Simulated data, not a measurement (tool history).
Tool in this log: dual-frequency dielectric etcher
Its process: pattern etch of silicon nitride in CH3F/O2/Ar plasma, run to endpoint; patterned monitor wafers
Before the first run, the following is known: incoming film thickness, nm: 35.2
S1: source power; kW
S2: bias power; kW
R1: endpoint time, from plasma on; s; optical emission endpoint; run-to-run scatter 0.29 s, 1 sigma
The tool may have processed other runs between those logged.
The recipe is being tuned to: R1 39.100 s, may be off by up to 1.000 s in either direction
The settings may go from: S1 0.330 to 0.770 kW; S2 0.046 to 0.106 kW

Run 1, hour 0.0: S1 0.550 kW, S2 0.076 kW. Result: R1 44.032 s.
Run 2, hour 8.2: S1 0.550 kW, S2 0.070 kW. Result: R1 44.447 s.
Run 3, hour 13.1: S1 0.480 kW, S2 0.070 kW. Result: R1 47.693 s.
Run 4, hour 16.5: S1 0.430 kW, S2 0.070 kW. Result: R1 48.249 s.
Run 5, hour 19.3: S1 0.510 kW, S2 0.075 kW. Result: R1 45.835 s.
Run 6, hour 24.8: S1 0.580 kW, S2 0.078 kW. Result: R1 42.478 s.
Run 7, hour 28.1: S1 0.610 kW, S2 0.079 kW. Result: R1 42.052 s.
Run 8, hour 32.4: S1 0.640 kW, S2 0.081 kW. Result: R1 41.852 s.
Run 9, hour 37.9: S1 0.670 kW, S2 0.083 kW. Result: R1 39.922 s.

Which one of the following 4 next-run settings gets every result inside its allowed miss? There is exactly one.
Run A, hour 43.4: S1 0.720 kW, S2 0.081 kW. Result: R1 ?.
Run B, hour 43.4: S1 0.570 kW, S2 0.086 kW. Result: R1 ?.
Run C, hour 43.4: S1 0.740 kW, S2 0.097 kW. Result: R1 ?.
Run D, hour 43.4: S1 0.640 kW, S2 0.081 kW. Result: R1 ?.

move      R1
   A  39.250
   B  41.687
   C  36.779
   D  40.852
A: every result within its allowed miss
B: moves away from the targets compared with the last run
C: carries the result that was furthest off beyond its target, to the other side
D: moves away from the targets compared with the last run
The move that meets every target is A.

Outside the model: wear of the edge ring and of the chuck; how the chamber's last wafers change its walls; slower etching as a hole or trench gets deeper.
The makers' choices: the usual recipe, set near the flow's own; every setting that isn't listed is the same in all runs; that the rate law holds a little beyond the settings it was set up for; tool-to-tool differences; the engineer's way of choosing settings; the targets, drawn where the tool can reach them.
